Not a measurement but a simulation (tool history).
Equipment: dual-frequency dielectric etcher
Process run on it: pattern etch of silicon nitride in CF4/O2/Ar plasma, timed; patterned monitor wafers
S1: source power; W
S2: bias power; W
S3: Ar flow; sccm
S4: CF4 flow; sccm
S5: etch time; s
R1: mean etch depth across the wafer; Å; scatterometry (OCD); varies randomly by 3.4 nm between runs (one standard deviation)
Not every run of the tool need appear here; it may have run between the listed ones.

{"run": 1, "hour": 0.0, "S1": 570, "S2": 65, "S3": 111, "S4": 117, "S5": 556, "R1": 12535.0}
{"run": 2, "hour": 1.8, "S1": 510, "S2": 61, "S3": 113, "S4": 115, "S5": 556, "R1": 10864.0}
{"run": 3, "hour": 9.1, "S1": 510, "S2": 61, "S3": 113, "S4": 133, "S5": 556, "R1": 11066.0}
{"run": 4, "hour": 13.3, "S1": 510, "S2": 61, "S3": 113, "S4": 116, "S5": 556, "R1": 10883.0}
{"run": 5, "hour": 20.2, "S1": 510, "S2": 61, "S3": 113, "S4": 124, "S5": 556, "R1": 10983.0}
{"run": 6, "hour": 21.8, "S1": 510, "S2": 56, "S3": 113, "S4": 124, "S5": 556, "R1": 10649.0}
{"hour": 22.6, "done": "bias power generator calibrated"}
{"run": 7, "hour": 22.6, "S1": 470, "S2": 55, "S3": 113, "S4": 124, "S5": 556, "R1": 9768.9}
{"run": 8, "hour": 29.8, "S1": 440, "S2": 55, "S3": 113, "S4": 124, "S5": 556, "R1": 9186.9}
{"run": 9, "hour": 34.5, "S1": 360, "S2": 54, "S3": 113, "S4": 124, "S5": 556, "R1": 7197.7}

Estimate the outcome of run 10 from the log above:
{"run": 10, "hour": 41.4, "S1": 370, "S2": 54, "S3": 113, "S4": 124, "S5": 556, "R1": "?"}

{"run 10": {"R1": 7400.8}}
